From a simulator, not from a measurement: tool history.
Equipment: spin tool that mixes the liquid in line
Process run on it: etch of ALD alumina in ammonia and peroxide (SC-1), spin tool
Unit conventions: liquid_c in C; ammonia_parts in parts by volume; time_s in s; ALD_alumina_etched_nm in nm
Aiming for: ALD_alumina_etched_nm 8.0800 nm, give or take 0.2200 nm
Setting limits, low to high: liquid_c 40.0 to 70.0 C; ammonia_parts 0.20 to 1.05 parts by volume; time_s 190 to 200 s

run	hour	liquid_c	ammonia_parts	time_s	ALD_alumina_etched_nm
1	0.0	56.0	0.55	190	15.6330
2	3.2	54.5	0.55	190	14.5260
3	10.9	54.5	0.40	190	14.0000
4	15.5	53.0	0.40	190	12.9440
5	18.6	56.0	0.40	190	15.1900
6	27.6	54.5	0.40	190	14.0820
7	31.5	53.0	0.40	190	13.0100
8	34.0	52.0	0.40	190	12.2070
9	42.1	51.0	0.40	190	11.6540
10	42.8	50.0	0.40	190	10.9970
11	43.5	49.5	0.40	190	10.7580
12	47.4	49.0	0.40	190	10.4170
13	51.6	48.5	0.40	190	10.1340
14	59.4	48.0	0.40	190	9.8699
15	60.5	47.5	0.40	190	9.5806
16	63.0	43.5	0.40	190	7.6596
17	69.5	43.5	0.40	190	7.6443
18	76.7	44.0	0.40	190	7.8275

Of the 4 settings listed for the next run, only one would bring every result within its allowed miss of target. Which one?
A	83.9	44.5	0.35	200	?
B	83.9	45.5	0.30	200	?
C	83.9	42.0	0.55	190	?
D	83.9	45.0	0.25	195	?

move	ALD_alumina_etched_nm
A	8.4900
B	8.8566
C	7.2904
D	8.2477
A: takes the result that was furthest off past its target
B: takes the result that was furthest off past its target
C: moves away from the targets compared with the last run
D: in spec on every target
Correct choice: D, which meets every target
